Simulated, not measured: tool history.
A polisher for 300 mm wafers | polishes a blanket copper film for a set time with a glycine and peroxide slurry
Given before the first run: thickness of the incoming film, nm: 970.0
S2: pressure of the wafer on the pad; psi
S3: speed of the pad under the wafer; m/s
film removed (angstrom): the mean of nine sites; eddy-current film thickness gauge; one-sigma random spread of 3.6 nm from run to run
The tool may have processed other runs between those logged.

Run 1, hour 0.0: flow of slurry (ml/min) 175, S2 1.9 psi, S3 0.98 m/s, polishing time (s) 88. Result: film removed (angstrom) 2647.2.
Run 2, hour 6.5: flow of slurry (ml/min) 175, S2 1.9 psi, S3 0.98 m/s, polishing time (s) 92. Result: film removed (angstrom) 2805.9.
Run 3, hour 9.6: flow of slurry (ml/min) 180, S2 2.1 psi, S3 0.98 m/s, polishing time (s) 92. Result: film removed (angstrom) 2997.6.
Run 4, hour 16.4: flow of slurry (ml/min) 180, S2 1.8 psi, S3 0.98 m/s, polishing time (s) 92. Result: film removed (angstrom) 2690.3.
Run 5, hour 20.7: flow of slurry (ml/min) 180, S2 1.8 psi, S3 1.08 m/s, polishing time (s) 92. Result: film removed (angstrom) 2925.8.
Run 6, hour 26.4: flow of slurry (ml/min) 215, S2 1.8 psi, S3 1.08 m/s, polishing time (s) 92. Result: film removed (angstrom) 3014.0.
Run 7, hour 27.5: flow of slurry (ml/min) 215, S2 1.9 psi, S3 1.08 m/s, polishing time (s) 92. Result: film removed (angstrom) 3061.6.

What does the tool deliver on the next run?
Run 8, hour 30.0: flow of slurry (ml/min) 215, S2 2.0 psi, S3 1.08 m/s, polishing time (s) 92. Result: film removed (angstrom) ?.

{"run 8": {"film removed (angstrom)": 3204.0}}

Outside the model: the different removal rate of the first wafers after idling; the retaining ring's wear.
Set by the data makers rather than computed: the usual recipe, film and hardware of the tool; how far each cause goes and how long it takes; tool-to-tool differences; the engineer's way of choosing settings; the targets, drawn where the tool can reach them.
